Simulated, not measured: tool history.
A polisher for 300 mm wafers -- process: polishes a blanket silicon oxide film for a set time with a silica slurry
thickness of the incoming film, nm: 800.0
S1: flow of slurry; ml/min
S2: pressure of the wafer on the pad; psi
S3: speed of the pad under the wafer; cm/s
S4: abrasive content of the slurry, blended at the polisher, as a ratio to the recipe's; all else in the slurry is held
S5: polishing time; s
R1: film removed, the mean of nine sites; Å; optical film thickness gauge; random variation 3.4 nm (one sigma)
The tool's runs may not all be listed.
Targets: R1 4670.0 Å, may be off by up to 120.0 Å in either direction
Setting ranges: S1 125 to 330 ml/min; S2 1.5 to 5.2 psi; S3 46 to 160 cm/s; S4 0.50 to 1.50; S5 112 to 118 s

run    day   S1   S2   S3    S4   S5      R1
  1  0.000  210  3.3  102  1.00  112  3118.6
  2  0.308  210  3.3   76  1.00  112  2448.7
  3  0.458  210  3.3   96  1.00  112  2998.2
  4  0.600  215  3.6   96  1.00  112  3263.1
  5  0.733  215  2.9   96  1.00  112  2626.1
  6  1.042  215  2.9   96  1.00  112  2664.6
  7  1.150  225  3.3   96  1.00  112  3001.9
  8  1.183  245  4.3   98  1.00  112  3960.7
  9  1.212  245  4.4   98  1.00  112  4072.4
 10  1.567  245  4.5   98  1.00  112  4144.1

Which of these 5 next moves meets every target?
  A  1.921  275  5.2   90  1.05  118   ?
  B  1.921  210  3.8  134  0.95  114   ?
  C  1.921  305  4.0  124  1.00  115   ?
  D  1.921  225  4.8  110  0.95  116   ?
  E  1.921  235  5.1  102  0.95  118   ?

move      R1
   A  4885.9
   B  4509.0
   C  4738.2
   D  4961.5
   E  5066.2
A: takes the biggest miss from the last run beyond its target
B: an improvement on the last run, though not all results are within tolerance
C: each result inside its tolerance
D: takes the biggest miss from the last run beyond its target
E: takes the biggest miss from the last run beyond its target
So the answer is move C, the one that meets all the targets.
